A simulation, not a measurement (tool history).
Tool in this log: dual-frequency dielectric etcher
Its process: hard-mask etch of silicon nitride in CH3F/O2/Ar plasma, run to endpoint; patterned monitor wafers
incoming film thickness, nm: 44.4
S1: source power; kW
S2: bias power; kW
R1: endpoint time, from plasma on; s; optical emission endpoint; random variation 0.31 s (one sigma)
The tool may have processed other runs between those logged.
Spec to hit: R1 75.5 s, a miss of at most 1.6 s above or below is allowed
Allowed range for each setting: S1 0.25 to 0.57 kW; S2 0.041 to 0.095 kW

{"run": 1, "day": 0.0, "S1": 0.41, "S2": 0.068, "R1": 65.194}
{"run": 2, "day": 0.104, "S1": 0.48, "S2": 0.068, "R1": 61.756}
{"run": 3, "day": 0.271, "S1": 0.48, "S2": 0.057, "R1": 66.617}
{"run": 4, "day": 0.575, "S1": 0.52, "S2": 0.057, "R1": 64.37}
{"run": 5, "day": 0.9, "S1": 0.52, "S2": 0.051, "R1": 67.3}
{"run": 6, "day": 0.95, "S1": 0.46, "S2": 0.051, "R1": 70.088}
{"run": 7, "day": 1.2, "S1": 0.45, "S2": 0.05, "R1": 71.072}
{"run": 8, "day": 1.358, "S1": 0.44, "S2": 0.05, "R1": 71.22}
{"run": 9, "day": 1.712, "S1": 0.43, "S2": 0.049, "R1": 72.695}
{"run": 10, "day": 2.033, "S1": 0.42, "S2": 0.049, "R1": 73.407}

Exactly one of the 4 candidate moves below puts every result within its allowed miss. Which one?
{"run": "A", "day": 2.354, "S1": 0.4, "S2": 0.041, "R1": "?"}
{"run": "B", "day": 2.354, "S1": 0.47, "S2": 0.052, "R1": "?"}
{"run": "C", "day": 2.354, "S1": 0.41, "S2": 0.045, "R1": "?"}
{"run": "D", "day": 2.354, "S1": 0.37, "S2": 0.044, "R1": "?"}

move=A R1=79.906
move=B R1=69.148
move=C R1=76.428
move=D R1=79.586
A: carries the result that was furthest off beyond its target, to the other side
B: lands further from the targets than the last run did
C: every result within its allowed miss
D: carries the result that was furthest off beyond its target, to the other side
The right move is C.
